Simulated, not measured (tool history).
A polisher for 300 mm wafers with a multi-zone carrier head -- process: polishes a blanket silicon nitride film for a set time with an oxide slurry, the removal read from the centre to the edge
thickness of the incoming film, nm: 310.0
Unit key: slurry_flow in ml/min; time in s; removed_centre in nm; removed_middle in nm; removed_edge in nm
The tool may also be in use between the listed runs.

{"run": 1, "hour": 0.0, "slurry_flow": 315, "centre_zone": 1, "middle_zone": 1, "edge_zone": 1, "slurry_solids": 1, "time": 77, "removed_centre": 76.654, "removed_middle": 77.986, "removed_edge": 78.954}
{"run": 2, "hour": 1.6, "slurry_flow": 320, "centre_zone": 1.02, "middle_zone": 0.99, "edge_zone": 1.03, "slurry_solids": 1.05, "time": 78, "removed_centre": 81.222, "removed_middle": 79.996, "removed_edge": 80.814}
{"run": 3, "hour": 9.1, "slurry_flow": 320, "centre_zone": 1.02, "middle_zone": 0.99, "edge_zone": 1.03, "slurry_solids": 1.15, "time": 78, "removed_centre": 83.941, "removed_middle": 82.932, "removed_edge": 86.397}
{"run": 4, "hour": 15.1, "slurry_flow": 320, "centre_zone": 1.02, "middle_zone": 0.99, "edge_zone": 1.1, "slurry_solids": 1.15, "time": 78, "removed_centre": 84.203, "removed_middle": 84.756, "removed_edge": 91.081}
{"run": 5, "hour": 20.8, "slurry_flow": 325, "centre_zone": 1.04, "middle_zone": 0.98, "edge_zone": 1.11, "slurry_solids": 1.2, "time": 79, "removed_centre": 89.354, "removed_middle": 85.577, "removed_edge": 92.687}
{"run": 6, "hour": 25.4, "slurry_flow": 325, "centre_zone": 1.04, "middle_zone": 1.01, "edge_zone": 1.11, "slurry_solids": 1.2, "time": 79, "removed_centre": 89.609, "removed_middle": 87.865, "removed_edge": 92.975}
{"run": 7, "hour": 33.5, "slurry_flow": 325, "centre_zone": 1.06, "middle_zone": 1, "edge_zone": 1.12, "slurry_solids": 1.25, "time": 80, "removed_centre": 94.324, "removed_middle": 88.378, "removed_edge": 94.86}
{"run": 8, "hour": 39.5, "slurry_flow": 325, "centre_zone": 1.07, "middle_zone": 0.99, "edge_zone": 1.13, "slurry_solids": 1.3, "time": 82, "removed_centre": 98.831, "removed_middle": 94.061, "removed_edge": 100.75}
{"run": 9, "hour": 43.8, "slurry_flow": 330, "centre_zone": 1.08, "middle_zone": 0.97, "edge_zone": 1.14, "slurry_solids": 1.35, "time": 83, "removed_centre": 102.91, "removed_middle": 94.169, "removed_edge": 103.41}
{"run": 10, "hour": 44.3, "slurry_flow": 330, "centre_zone": 1.09, "middle_zone": 0.96, "edge_zone": 1.15, "slurry_solids": 1.35, "time": 84, "removed_centre": 105.1, "removed_middle": 94.513, "removed_edge": 103.1}

For run 11, what comes out?
{"run": 11, "hour": 52.8, "slurry_flow": 325, "centre_zone": 1.09, "middle_zone": 0.94, "edge_zone": 1.16, "slurry_solids": 1.35, "time": 86, "removed_centre": "?", "removed_middle": "?", "removed_edge": "?"}

removed_centre: 105.58 nm
removed_middle: 94.492 nm
removed_edge: 106.62 nm

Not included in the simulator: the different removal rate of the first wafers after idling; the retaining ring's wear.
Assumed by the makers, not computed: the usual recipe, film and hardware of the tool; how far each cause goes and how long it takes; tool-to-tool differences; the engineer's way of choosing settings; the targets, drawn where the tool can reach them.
